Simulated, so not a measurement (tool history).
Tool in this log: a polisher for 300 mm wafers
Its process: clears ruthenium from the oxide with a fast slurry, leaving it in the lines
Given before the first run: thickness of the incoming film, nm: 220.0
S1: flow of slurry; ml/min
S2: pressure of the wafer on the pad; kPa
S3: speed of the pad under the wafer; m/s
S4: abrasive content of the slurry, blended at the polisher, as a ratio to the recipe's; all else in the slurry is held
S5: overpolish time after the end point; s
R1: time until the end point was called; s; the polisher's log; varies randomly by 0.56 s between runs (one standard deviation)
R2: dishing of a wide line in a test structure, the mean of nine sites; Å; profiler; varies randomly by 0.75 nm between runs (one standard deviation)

run 1 hour=0 | S1=260 S2=20 S3=1.1 S4=1 S5=15 | R1=47.292 R2=496.08
run 2 hour=1.2 | S1=260 S2=20 S3=1.1 S4=1 S5=16 | R1=47.114 R2=520.79
run 3 hour=8.8 | S1=260 S2=20 S3=1.1 S4=1 S5=17 | R1=48.456 R2=562.34
run 4 hour=15.9 | S1=260 S2=20.7 S3=1.1 S4=1 S5=18 | R1=45.256 R2=590.03
run 5 hour=19.6 | S1=260 S2=20.7 S3=1.12 S4=1 S5=19 | R1=45.075 R2=620.93
run 6 hour=27.3 | S1=260 S2=24.1 S3=1.12 S4=1 S5=19 | R1=39.168 R2=699.42
run 7 hour=35.2 | S1=250 S2=20 S3=1.1 S4=1 S5=23 | R1=48.135 R2=697.9

For run 8, what comes out?
run 8 hour=41.3 | S1=255 S2=20 S3=1.1 S4=1 S5=23 | R1=? R2=?

R1: 46.583 s
R2: 678.04 Å
